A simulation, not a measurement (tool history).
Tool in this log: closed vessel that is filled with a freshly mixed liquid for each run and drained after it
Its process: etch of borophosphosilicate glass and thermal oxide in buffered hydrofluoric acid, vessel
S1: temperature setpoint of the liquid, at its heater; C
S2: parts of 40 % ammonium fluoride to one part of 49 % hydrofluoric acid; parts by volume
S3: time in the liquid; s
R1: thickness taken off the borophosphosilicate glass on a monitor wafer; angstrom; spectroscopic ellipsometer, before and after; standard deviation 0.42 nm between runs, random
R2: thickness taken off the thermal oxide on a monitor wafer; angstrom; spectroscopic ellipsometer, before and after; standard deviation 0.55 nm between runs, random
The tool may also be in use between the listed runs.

run	hour	S1	S2	S3	R1	R2
1	0.0	25.0	9.5	60	839.88	874.72
2	8.4	27.0	9.5	60	932.47	970.78
3	15.2	25.0	9.5	60	839.18	887.98
4	21.9	22.5	9.5	60	734.71	756.94
5	24.4	22.5	9.5	50	606.63	641.64
6	32.4	22.5	10.5	50	568.66	592.28
7	39.3	23.0	10.5	50	585.68	604.41

Run 8 has not been measured yet. What should we expect?
# hour 44.3: hydrofluoric acid flow meter replaced
8	44.3	24.5	10.5	50	?	?

R1: 601.43 angstrom
R2: 627.79 angstrom
